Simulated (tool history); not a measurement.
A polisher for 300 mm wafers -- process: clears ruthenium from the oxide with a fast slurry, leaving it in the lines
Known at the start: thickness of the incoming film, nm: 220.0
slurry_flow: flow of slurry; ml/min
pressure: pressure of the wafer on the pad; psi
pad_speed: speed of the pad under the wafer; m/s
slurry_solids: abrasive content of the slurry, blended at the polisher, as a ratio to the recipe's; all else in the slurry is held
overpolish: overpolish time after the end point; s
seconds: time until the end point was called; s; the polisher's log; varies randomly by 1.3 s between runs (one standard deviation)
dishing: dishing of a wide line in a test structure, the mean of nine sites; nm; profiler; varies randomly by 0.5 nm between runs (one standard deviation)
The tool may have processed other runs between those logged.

run,hour,slurry_flow,pressure,pad_speed,slurry_solids,overpolish,seconds,dishing
1,0,290,2.9,1,1,14,41.422,53.793
2,4.2,290,2.6,0.98,1,15,46.025,51.874
3,9.6,290,2.4,0.96,1,16,50.909,50.324
4,17.4,290,2.2,0.94,1,17,55.963,49.065
5,24.8,290,2.2,0.72,1,17,72.069,39.171
6,27.4,290,2.2,0.72,1,18,73.965,40.895

Run 7 has not been measured yet. What should we expect?
7,35.2,290,2,0.72,1,21,?,?

{"run 7": {"seconds": 82.732, "dishing": 43.001}}
